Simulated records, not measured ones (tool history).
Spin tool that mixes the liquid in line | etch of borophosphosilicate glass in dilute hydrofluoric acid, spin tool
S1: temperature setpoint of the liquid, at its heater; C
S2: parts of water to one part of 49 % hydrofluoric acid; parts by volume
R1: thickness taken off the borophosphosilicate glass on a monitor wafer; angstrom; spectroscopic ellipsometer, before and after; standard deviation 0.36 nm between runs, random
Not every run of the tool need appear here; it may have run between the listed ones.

Run 1, hour 0: S1 21 C, S2 150 parts by volume, time under the liquid (s) 290. Result: R1 449.72 angstrom.
Run 2, hour 4.3: S1 21 C, S2 150 parts by volume, time under the liquid (s) 290. Result: R1 452.68 angstrom.
Run 3, hour 5.8: S1 23.5 C, S2 125 parts by volume, time under the liquid (s) 290. Result: R1 613.22 angstrom.
Run 4, hour 8.5: S1 25.5 C, S2 110 parts by volume, time under the liquid (s) 290. Result: R1 769.93 angstrom.
Run 5, hour 12.4: S1 25.5 C, S2 110 parts by volume, time under the liquid (s) 290. Result: R1 764.97 angstrom.
Run 6, hour 16.6: S1 26.5 C, S2 110 parts by volume, time under the liquid (s) 290. Result: R1 794.75 angstrom.
Run 7, hour 18.4: S1 29 C, S2 65 parts by volume, time under the liquid (s) 290. Result: R1 1587.6 angstrom.
Run 8, hour 25.5: S1 27 C, S2 65 parts by volume, time under the liquid (s) 290. Result: R1 1464.9 angstrom.

What will run 9 give?
Run 9, hour 33.7: S1 24.5 C, S2 65 parts by volume, time under the liquid (s) 290. Result: R1 ?.

R1: 1315.3 angstrom
